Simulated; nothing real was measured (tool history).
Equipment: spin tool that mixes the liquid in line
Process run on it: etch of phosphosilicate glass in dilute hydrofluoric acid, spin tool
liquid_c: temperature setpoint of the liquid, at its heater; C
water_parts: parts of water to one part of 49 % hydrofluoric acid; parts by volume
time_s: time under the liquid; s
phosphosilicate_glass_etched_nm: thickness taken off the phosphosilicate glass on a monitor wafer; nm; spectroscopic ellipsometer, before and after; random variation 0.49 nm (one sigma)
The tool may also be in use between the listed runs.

run,hour,liquid_c,water_parts,time_s,phosphosilicate_glass_etched_nm
1,0,24,55,15,64.788
2,3.9,26.5,50,15,79.168
3,5.9,28,45,15,94.394
4,12.8,29.5,40,15,113.86
5,20,29.5,25,15,186.8
6,24.7,26.5,25,15,164.71
7,25.4,26.5,25,15,164.66

Run 8 is up next; what results do you expect?
8,31.8,24.5,25,15,?

{"run 8": {"phosphosilicate_glass_etched_nm": 152.11}}

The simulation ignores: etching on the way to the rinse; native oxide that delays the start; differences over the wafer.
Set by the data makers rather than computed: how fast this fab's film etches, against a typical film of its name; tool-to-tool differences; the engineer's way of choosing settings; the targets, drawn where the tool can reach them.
